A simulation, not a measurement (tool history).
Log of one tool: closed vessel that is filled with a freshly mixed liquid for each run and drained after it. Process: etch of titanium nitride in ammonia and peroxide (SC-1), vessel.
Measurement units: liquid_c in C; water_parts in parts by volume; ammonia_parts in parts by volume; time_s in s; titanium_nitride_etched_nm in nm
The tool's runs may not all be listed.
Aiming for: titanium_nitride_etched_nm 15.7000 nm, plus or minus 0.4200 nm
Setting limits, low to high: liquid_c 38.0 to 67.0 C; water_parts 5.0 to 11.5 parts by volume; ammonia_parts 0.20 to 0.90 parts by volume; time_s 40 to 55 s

run	hour	liquid_c	water_parts	ammonia_parts	time_s	titanium_nitride_etched_nm
1	0.0	51.0	6.5	0.50	55	8.0502
2	6.3	54.0	6.5	0.50	55	9.8519
3	9.0	54.0	6.5	0.50	55	9.9321
4	10.8	54.0	6.5	0.60	55	10.1260
5	13.2	56.0	6.5	0.60	55	11.7290
6	19.1	53.0	6.5	0.60	55	9.5356
7	26.5	55.0	6.5	0.60	55	10.9230
8	32.8	56.5	6.5	0.60	55	12.1480
9	37.4	61.0	6.5	0.60	55	16.2750

Which single option among these 4 for the next run brings every result within its allowed miss of target? Just one does.
A	42.0	62.0	6.0	0.60	50	?
B	42.0	61.0	6.0	0.55	55	?
C	42.0	58.5	5.0	0.75	50	?
D	42.0	62.0	6.5	0.35	55	?

move	titanium_nitride_etched_nm
A	16.3320
B	16.6100
C	14.5820
D	15.8190
A: its largest miss is bigger than the last run's
B: its largest miss is bigger than the last run's
C: moves the result that the last run missed by most past its target, out the other side
D: in spec on every target
The right move is D.

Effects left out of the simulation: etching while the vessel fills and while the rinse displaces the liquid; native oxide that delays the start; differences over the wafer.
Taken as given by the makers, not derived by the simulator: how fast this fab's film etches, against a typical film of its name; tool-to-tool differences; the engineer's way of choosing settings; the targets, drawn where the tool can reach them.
